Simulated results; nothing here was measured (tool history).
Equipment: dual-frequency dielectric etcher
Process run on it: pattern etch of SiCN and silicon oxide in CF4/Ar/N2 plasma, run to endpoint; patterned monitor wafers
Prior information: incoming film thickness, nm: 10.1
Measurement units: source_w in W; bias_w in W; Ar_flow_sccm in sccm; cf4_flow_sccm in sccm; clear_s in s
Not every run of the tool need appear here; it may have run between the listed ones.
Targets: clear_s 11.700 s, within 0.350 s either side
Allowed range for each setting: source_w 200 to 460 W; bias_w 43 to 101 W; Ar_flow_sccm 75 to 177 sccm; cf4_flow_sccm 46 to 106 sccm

run,hour,source_w,bias_w,Ar_flow_sccm,cf4_flow_sccm,clear_s
1,0.0,330,72,126,76,16.605
2,0.9,330,80,126,76,15.945
3,5.9,360,81,125,76,14.529
4,11.8,360,81,141,76,14.797
5,14.5,380,82,141,76,13.692
6,21.5,380,82,124,76,13.350
7,27.6,390,82,124,76,13.092
8,31.3,400,82,124,76,12.867

Exactly one of the 5 candidate moves below puts every result within its allowed miss. Which one?
A,35.0,370,74,137,68,?
B,35.0,360,87,126,68,?
C,35.0,390,72,119,75,?
D,35.0,430,91,124,75,?
E,35.0,410,83,127,74,?

move,clear_s
A,14.776
B,14.446
C,13.537
D,11.546
E,12.507
A: further off than the last run
B: further off than the last run
C: further off than the last run
D: in spec on every target
E: closes in on the targets versus the last run, not all within tolerance yet
The right move is D.
